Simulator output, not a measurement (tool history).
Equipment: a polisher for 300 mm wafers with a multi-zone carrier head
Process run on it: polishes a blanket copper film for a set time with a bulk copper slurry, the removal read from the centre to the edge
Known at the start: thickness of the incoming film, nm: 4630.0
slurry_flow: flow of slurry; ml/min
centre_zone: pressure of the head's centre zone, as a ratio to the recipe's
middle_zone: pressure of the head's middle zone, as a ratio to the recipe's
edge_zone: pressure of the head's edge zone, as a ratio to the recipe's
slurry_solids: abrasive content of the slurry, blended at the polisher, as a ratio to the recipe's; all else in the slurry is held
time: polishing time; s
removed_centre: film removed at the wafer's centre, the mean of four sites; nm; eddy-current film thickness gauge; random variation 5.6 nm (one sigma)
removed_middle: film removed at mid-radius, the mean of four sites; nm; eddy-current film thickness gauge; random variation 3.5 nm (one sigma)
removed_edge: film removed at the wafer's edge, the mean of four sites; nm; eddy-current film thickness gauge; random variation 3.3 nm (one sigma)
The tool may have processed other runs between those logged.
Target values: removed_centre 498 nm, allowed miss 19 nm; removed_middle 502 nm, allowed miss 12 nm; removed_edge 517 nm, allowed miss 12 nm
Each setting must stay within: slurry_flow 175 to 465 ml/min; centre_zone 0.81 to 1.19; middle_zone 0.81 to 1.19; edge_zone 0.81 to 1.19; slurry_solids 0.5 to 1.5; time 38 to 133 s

{"run": 1, "hour": 0.0, "slurry_flow": 295, "centre_zone": 1, "middle_zone": 1, "edge_zone": 1, "slurry_solids": 1, "time": 85, "removed_centre": 583.84, "removed_middle": 592.32, "removed_edge": 616.22}
{"run": 2, "hour": 8.7, "slurry_flow": 290, "centre_zone": 0.99, "middle_zone": 0.99, "edge_zone": 0.97, "slurry_solids": 0.95, "time": 85, "removed_centre": 563.82, "removed_middle": 584.07, "removed_edge": 597.68}
{"run": 3, "hour": 9.6, "slurry_flow": 290, "centre_zone": 0.99, "middle_zone": 1.06, "edge_zone": 0.97, "slurry_solids": 0.95, "time": 85, "removed_centre": 576.91, "removed_middle": 603.52, "removed_edge": 602.41}
{"run": 4, "hour": 16.3, "slurry_flow": 290, "centre_zone": 0.99, "middle_zone": 1.06, "edge_zone": 0.97, "slurry_solids": 0.95, "time": 104, "removed_centre": 697.72, "removed_middle": 750.97, "removed_edge": 718.16}
{"run": 5, "hour": 19.5, "slurry_flow": 290, "centre_zone": 0.99, "middle_zone": 1.11, "edge_zone": 0.97, "slurry_solids": 0.95, "time": 104, "removed_centre": 701.45, "removed_middle": 774.34, "removed_edge": 723.5}
{"run": 6, "hour": 26.1, "slurry_flow": 360, "centre_zone": 0.99, "middle_zone": 1.11, "edge_zone": 0.97, "slurry_solids": 0.95, "time": 104, "removed_centre": 704.04, "removed_middle": 788.95, "removed_edge": 734.3}
{"hour": 32.5, "done": "edge zone pressure recalibrated"}
{"run": 7, "hour": 32.5, "slurry_flow": 355, "centre_zone": 0.98, "middle_zone": 1.07, "edge_zone": 0.95, "slurry_solids": 0.85, "time": 101, "removed_centre": 669.88, "removed_middle": 737.06, "removed_edge": 656.47}
{"run": 8, "hour": 35.7, "slurry_flow": 340, "centre_zone": 0.97, "middle_zone": 1.03, "edge_zone": 0.97, "slurry_solids": 0.8, "time": 99, "removed_centre": 653.82, "removed_middle": 684.95, "removed_edge": 635.93}
{"run": 9, "hour": 37.9, "slurry_flow": 325, "centre_zone": 0.94, "middle_zone": 1.01, "edge_zone": 0.98, "slurry_solids": 0.75, "time": 97, "removed_centre": 602.06, "removed_middle": 656.72, "removed_edge": 629.47}
{"run": 10, "hour": 40.5, "slurry_flow": 295, "centre_zone": 0.93, "middle_zone": 0.91, "edge_zone": 0.88, "slurry_solids": 0.5, "time": 87, "removed_centre": 502.25, "removed_middle": 499.96, "removed_edge": 500.32}
{"run": 11, "hour": 44.3, "slurry_flow": 295, "centre_zone": 0.93, "middle_zone": 0.91, "edge_zone": 0.88, "slurry_solids": 0.5, "time": 87, "removed_centre": 499.03, "removed_middle": 495.33, "removed_edge": 500.83}

Which single option among these 4 for the next run brings every result within its allowed miss of target? Just one does.
{"run": "A", "hour": 48.1, "slurry_flow": 345, "centre_zone": 0.87, "middle_zone": 0.84, "edge_zone": 0.83, "slurry_solids": 0.5, "time": 91, "removed_centre": "?", "removed_middle": "?", "removed_edge": "?"}
{"run": "B", "hour": 48.1, "slurry_flow": 390, "centre_zone": 0.97, "middle_zone": 0.89, "edge_zone": 0.83, "slurry_solids": 0.5, "time": 83, "removed_centre": "?", "removed_middle": "?", "removed_edge": "?"}
{"run": "C", "hour": 48.1, "slurry_flow": 270, "centre_zone": 0.96, "middle_zone": 0.93, "edge_zone": 0.86, "slurry_solids": 0.55, "time": 84, "removed_centre": "?", "removed_middle": "?", "removed_edge": "?"}
{"run": "D", "hour": 48.1, "slurry_flow": 335, "centre_zone": 1.04, "middle_zone": 0.97, "edge_zone": 0.88, "slurry_solids": 0.5, "time": 79, "removed_centre": "?", "removed_middle": "?", "removed_edge": "?"}

move=A removed_centre=496.9 removed_middle=499.84 removed_edge=519.8
move=B removed_centre=511.35 removed_middle=482.51 removed_edge=477.31
move=C removed_centre=500.47 removed_middle=496.56 removed_edge=484.54
move=D removed_centre=515.47 removed_middle=487.31 removed_edge=461.56
A: each result inside its tolerance
B: its largest miss is bigger than the last run's
C: its largest miss is bigger than the last run's
D: its largest miss is bigger than the last run's
Correct choice: A, which meets every target

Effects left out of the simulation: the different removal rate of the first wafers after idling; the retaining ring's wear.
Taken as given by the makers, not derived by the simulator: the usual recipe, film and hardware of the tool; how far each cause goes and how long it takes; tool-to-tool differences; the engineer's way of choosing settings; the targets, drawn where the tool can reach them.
